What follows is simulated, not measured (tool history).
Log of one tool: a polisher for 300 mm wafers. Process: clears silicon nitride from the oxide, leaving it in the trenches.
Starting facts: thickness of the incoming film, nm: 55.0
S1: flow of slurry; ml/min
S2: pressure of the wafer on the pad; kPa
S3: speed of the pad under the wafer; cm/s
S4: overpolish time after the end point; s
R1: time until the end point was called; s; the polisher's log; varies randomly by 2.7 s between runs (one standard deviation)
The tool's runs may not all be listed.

{"run": 1, "day": 0.0, "S1": 265, "S2": 11.7, "S3": 76, "S4": 19, "R1": 112.9}
{"run": 2, "day": 0.242, "S1": 265, "S2": 11.7, "S3": 76, "S4": 19, "R1": 111.54}
{"run": 3, "day": 0.612, "S1": 265, "S2": 11.7, "S3": 76, "S4": 20, "R1": 115.19}
{"run": 4, "day": 0.729, "S1": 265, "S2": 11, "S3": 76, "S4": 20, "R1": 119.27}
{"run": 5, "day": 1.088, "S1": 265, "S2": 11, "S3": 76, "S4": 19, "R1": 117.85}
{"run": 6, "day": 1.254, "S1": 265, "S2": 11, "S3": 76, "S4": 19, "R1": 119.75}
{"run": 7, "day": 1.588, "S1": 265, "S2": 10.3, "S3": 76, "S4": 19, "R1": 129.07}
{"day": 1.65, "done": "head pressure recalibrated"}
{"run": 8, "day": 1.65, "S1": 265, "S2": 9.7, "S3": 76, "S4": 19, "R1": 138.61}

What does the tool deliver on the next run?
{"run": 9, "day": 1.942, "S1": 265, "S2": 8.3, "S3": 76, "S4": 19, "R1": "?"}

R1: 153.4 s

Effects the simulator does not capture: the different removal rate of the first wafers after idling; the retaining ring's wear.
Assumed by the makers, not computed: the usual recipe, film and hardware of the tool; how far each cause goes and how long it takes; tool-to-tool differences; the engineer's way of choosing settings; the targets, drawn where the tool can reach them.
